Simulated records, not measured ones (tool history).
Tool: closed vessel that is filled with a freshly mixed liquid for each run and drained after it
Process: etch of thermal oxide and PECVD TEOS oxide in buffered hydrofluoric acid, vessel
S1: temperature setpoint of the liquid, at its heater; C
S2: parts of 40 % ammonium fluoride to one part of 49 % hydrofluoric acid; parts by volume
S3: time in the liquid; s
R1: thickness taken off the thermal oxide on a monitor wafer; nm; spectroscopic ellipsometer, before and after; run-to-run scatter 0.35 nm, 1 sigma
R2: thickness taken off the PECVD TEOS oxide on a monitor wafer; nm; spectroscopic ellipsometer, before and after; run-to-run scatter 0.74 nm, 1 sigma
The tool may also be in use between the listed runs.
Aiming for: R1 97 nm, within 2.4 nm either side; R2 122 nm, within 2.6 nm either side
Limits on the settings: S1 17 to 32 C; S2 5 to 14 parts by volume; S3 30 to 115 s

run	hour	S1	S2	S3	R1	R2
1	0	24	8.5	60	84.482	107.16
2	3.7	24.5	8.5	60	87.056	109.63
3	5.7	25	8.5	60	89.738	112.7
4	10.9	25	8.5	40	60.037	75.263
5	13.7	25	8.5	60	90.444	113.89
6	20.5	25.5	8.5	60	91.822	114.6
7	22.3	27	8.5	60	99.369	126.47
8	30.2	26	8.5	60	94.601	119.22

Consider the 4 candidate settings below. Which is the only one whose results all fall within their allowed miss of target?
A	38.1	20	9	95	?	?
B	38.1	27	9.5	60	?	?
C	38.1	29	10	60	?	?
D	38.1	24	8.5	65	?	?

move	R1	R2
A	101.32	127.38
B	90.703	114.04
C	97.665	122.79
D	91.994	115.66
A: carries the result that was furthest off beyond its target, to the other side
B: its largest miss is bigger than the last run's
C: every result lands within tolerance
D: its largest miss is bigger than the last run's
Answer: C
